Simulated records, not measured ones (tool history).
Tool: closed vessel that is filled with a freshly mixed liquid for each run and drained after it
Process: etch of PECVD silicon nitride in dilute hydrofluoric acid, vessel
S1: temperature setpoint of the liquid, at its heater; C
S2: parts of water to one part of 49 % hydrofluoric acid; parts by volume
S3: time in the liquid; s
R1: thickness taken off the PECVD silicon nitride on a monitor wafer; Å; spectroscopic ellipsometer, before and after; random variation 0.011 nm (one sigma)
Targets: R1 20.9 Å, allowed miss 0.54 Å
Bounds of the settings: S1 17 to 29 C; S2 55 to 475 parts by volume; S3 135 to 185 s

run    day    S1   S2   S3      R1
  1      0    21  265  185  34.383
  2  0.117    23  265  185  38.961
  3  0.279    23  265  135  28.311
  4  0.592    23  265  185  38.987
  5  0.642  21.5  285  185  32.942
  6  0.812  20.5  310  185  28.431
     0.929  -- hydrofluoric acid flow meter replaced
  7  0.929  19.5  325  185  23.905
  8  1.125    19  325  185  23.253
  9  1.188  18.5  325  185  22.377
 10  1.275    18  325  185  21.483

5 next moves are on the table. One of them brings every result within its allowed miss. Which?
  A  1.362    20  310  160   ?
  B  1.362  19.5  320  170   ?
  C  1.362    19  330  185   ?
  D  1.362  17.5  275  175   ?
  E  1.362    20  310  150   ?

move      R1
   A  22.138
   B  22.101
   C   22.62
   D  23.121
   E  20.754
A: further off than the last run
B: further off than the last run
C: further off than the last run
D: further off than the last run
E: meets every target
The right move is E.
